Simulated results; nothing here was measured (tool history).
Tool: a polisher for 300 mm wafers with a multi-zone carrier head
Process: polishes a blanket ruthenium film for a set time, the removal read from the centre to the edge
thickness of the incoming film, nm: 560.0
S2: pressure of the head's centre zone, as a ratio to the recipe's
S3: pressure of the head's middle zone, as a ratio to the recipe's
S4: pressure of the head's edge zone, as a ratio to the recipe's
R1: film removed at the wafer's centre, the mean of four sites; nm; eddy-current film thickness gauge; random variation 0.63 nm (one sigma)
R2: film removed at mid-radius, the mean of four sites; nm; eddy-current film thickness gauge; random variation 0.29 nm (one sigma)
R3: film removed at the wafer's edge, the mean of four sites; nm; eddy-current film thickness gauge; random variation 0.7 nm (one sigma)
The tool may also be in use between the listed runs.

run 1 hour=0 | flow_of_slurry_(ml/min)=240 S2=1 S3=1 S4=1 polishing_time_(s)=34 | R1=61.894 R2=63.25 R3=63.859
run 2 hour=8.1 | flow_of_slurry_(ml/min)=240 S2=1 S3=1 S4=0.93 polishing_time_(s)=34 | R1=61.155 R2=63.255 R3=61.359
run 3 hour=14.1 | flow_of_slurry_(ml/min)=240 S2=1 S3=1 S4=0.96 polishing_time_(s)=34 | R1=60.144 R2=63.16 R3=59.934
run 4 hour=15.2 | flow_of_slurry_(ml/min)=225 S2=0.98 S3=0.94 S4=0.97 polishing_time_(s)=33 | R1=57.236 R2=57.497 R3=58.946
run 5 hour=20.8 | flow_of_slurry_(ml/min)=245 S2=0.98 S3=0.94 S4=0.97 polishing_time_(s)=33 | R1=58.107 R2=57.68 R3=59.489
run 6 hour=24.2 | flow_of_slurry_(ml/min)=245 S2=0.98 S3=0.94 S4=0.9 polishing_time_(s)=33 | R1=58.179 R2=57.719 R3=57.315
run 7 hour=25.5 | flow_of_slurry_(ml/min)=235 S2=0.96 S3=0.9 S4=0.93 polishing_time_(s)=32 | R1=53.782 R2=53.818 R3=56.387

Run 8 comes next. What will it give?
run 8 hour=34.4 | flow_of_slurry_(ml/min)=225 S2=0.96 S3=0.87 S4=0.94 polishing_time_(s)=32 | R1=? R2=? R3=?

R1: 54.373 nm
R2: 51.846 nm
R3: 57.087 nm
